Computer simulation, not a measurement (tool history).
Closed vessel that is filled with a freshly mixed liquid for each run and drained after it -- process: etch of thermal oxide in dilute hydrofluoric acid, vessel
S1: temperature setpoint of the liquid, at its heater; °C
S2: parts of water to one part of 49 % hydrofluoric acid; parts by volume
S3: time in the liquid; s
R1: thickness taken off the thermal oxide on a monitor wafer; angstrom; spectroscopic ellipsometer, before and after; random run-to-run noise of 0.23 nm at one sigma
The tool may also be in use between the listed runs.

| run | hour | S1 | S2 | S3 | R1 |
|---|---|---|---|---|---|
| 1 | 0.0 | 25.0 | 180 | 2460 | 610.01 |
| 2 | 1.5 | 23.0 | 190 | 2460 | 531.34 |
| 3 | 3.9 | 23.0 | 240 | 2460 | 403.51 |
| 4 | 11.3 | 22.0 | 240 | 2460 | 387.61 |
| 5 | 16.6 | 22.0 | 290 | 2460 | 304.18 |
| 6 | 24.4 | 25.0 | 290 | 2460 | 338.21 |

Predict the results of run 7:
| 7 | 30.5 | 25.5 | 290 | 2460 | ? |

{"run 7": {"R1": 346.51}}

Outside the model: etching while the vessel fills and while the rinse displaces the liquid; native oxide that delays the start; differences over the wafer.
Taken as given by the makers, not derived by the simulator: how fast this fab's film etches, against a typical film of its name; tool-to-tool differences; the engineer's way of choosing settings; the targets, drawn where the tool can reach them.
